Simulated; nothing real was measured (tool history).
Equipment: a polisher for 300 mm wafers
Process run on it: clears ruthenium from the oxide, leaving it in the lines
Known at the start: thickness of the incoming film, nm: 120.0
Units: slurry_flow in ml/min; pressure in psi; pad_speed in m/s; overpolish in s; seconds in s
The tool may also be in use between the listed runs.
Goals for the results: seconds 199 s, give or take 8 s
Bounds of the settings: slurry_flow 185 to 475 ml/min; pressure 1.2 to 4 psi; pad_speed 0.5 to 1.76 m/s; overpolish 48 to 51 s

run    day  slurry_flow  pressure  pad_speed  overpolish  seconds
  1      0          305       2.6       1.12          48   90.651
  2   0.25          305       3.1       1.12          48   74.757
  3  0.296          305       3.1       1.12          51    75.33
  4  0.396          305       3.6       1.12          51   65.977
  5  0.438          305       3.6          1          51   73.267
  6  0.533          305       3.6       0.78          51   91.699
  7  0.638          305       3.3       0.78          51   99.245
  8  0.754          305         3       0.76          51   111.68
  9  1.117          305       2.8       0.76          51   119.76
 10  1.329          305       2.6       0.76          51   125.08
 11  1.508          305       2.4       0.76          51   142.97
 12  1.638          305       2.3       0.76          51   143.35
 13  1.971          305       2.2       0.76          51   149.68
 14  2.267          305       1.5       0.74          51   222.69
 15  2.542          305       1.6       0.74          51   208.53

Which single option among these 5 for the next run brings every result within its allowed miss of target? Just one does.
  A  2.817          370       1.6        0.7          51        ?
  B  2.817          305       1.5       0.76          50        ?
  C  2.817          260       1.4        0.9          51        ?
  D  2.817          445       2.2        0.5          51        ?
  E  2.817          300       1.4       0.82          51        ?

move  seconds
   A    218.6
   B   217.86
   C    200.3
   D   218.84
   E   216.52
A: further off than the last run
B: further off than the last run
C: all results in spec
D: further off than the last run
E: further off than the last run
Go with C: it meets all targets.
